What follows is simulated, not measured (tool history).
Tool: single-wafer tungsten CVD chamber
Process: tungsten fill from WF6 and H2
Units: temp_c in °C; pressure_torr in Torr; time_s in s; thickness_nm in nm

run  hour  temp_c  pressure_torr  time_s  thickness_nm
  1     0     375           49.1    12.2        30.463
  2   5.9     384           49.1    12.2         37.52
  3   7.1     384           49.1    12.2        37.268
  4  10.5     378           48.7    12.2        32.335
  5    18     373           48.4    12.2        28.774
  6  18.8     373           48.4    12.2        28.608
  7  20.3     370           48.2    12.2        26.614
  8  26.2     368           48.1    12.2        25.314
  9  28.9     366             48    12.2        24.153

Forecast run 10:
 10  36.9     365           47.9    12.2             ?

{"run 10": {"thickness_nm": 23.515}}

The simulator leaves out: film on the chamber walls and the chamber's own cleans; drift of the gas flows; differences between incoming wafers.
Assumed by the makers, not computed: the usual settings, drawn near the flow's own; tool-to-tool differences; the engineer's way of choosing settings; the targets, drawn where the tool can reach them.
